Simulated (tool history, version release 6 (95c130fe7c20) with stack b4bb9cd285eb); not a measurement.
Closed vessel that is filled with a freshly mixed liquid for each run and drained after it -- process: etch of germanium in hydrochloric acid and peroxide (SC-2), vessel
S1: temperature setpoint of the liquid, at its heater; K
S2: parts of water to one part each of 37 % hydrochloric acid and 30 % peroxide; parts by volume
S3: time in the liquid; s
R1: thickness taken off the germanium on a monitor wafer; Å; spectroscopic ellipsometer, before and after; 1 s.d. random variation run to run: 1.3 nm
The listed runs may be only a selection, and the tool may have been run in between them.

run	hour	S1	S2	S3	R1
1	0	331.15	10	95	1886.6
2	5.5	335.15	10	95	2097.5
3	10.2	335.15	12	95	2109.7
4	18.1	335.15	14	95	2045.7
5	24.6	335.15	15.5	95	1996
6	26.1	331.65	16	95	1754.6
7	29.4	329.65	16	95	1697.2
8	35.2	327.65	16	95	1584.9
# hour 37.9: thermometer replaced
9	37.9	326.15	16	95	1609.4

What does the tool deliver on the next run?
10	46.1	324.15	16.5	95	?

R1: 1500.1 Å
